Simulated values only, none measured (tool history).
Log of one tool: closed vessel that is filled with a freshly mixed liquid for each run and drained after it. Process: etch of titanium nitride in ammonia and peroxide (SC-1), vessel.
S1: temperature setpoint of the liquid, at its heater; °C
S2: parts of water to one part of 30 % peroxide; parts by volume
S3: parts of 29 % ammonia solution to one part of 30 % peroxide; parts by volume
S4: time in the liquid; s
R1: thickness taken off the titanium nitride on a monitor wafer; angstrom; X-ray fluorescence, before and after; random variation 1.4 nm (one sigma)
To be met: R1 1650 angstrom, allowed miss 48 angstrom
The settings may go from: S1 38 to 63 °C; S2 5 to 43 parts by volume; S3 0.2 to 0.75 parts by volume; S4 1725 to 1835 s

run  hour    S1    S2    S3    S4      R1
  1     0    47    24  0.45  1725  681.24
  2   3.2    47    24  0.55  1725   715.2
  3  11.8    50    24  0.55  1725  886.21
  4  19.6    50    24   0.6  1725  884.88
  5  26.8    47    24   0.6  1725  721.54
  6  28.2    47  19.5   0.6  1725  810.15
  7  31.5    55    19   0.6  1725  1440.3
  8  35.6  55.5    19   0.6  1725  1481.3
  9  42.7    56    19   0.6  1725  1538.6
 10  47.2  56.5    19   0.6  1725  1582.8

5 next moves are on the table. One of them brings every result within its allowed miss. Which?
  A  51.7  55.5    20  0.65  1725   ?
  B  51.7    57    19  0.65  1835   ?
  C  51.7    55    22  0.65  1835   ?
  D  51.7  57.5  20.5  0.65  1750   ?
  E  51.7    55  18.5  0.65  1755   ?

move      R1
   A  1466.4
   B  1774.6
   C  1430.3
   D  1677.7
   E  1505.9
A: further off than the last run
B: takes the result that was furthest off past its target
C: further off than the last run
D: meets every target
E: further off than the last run
Answer: D
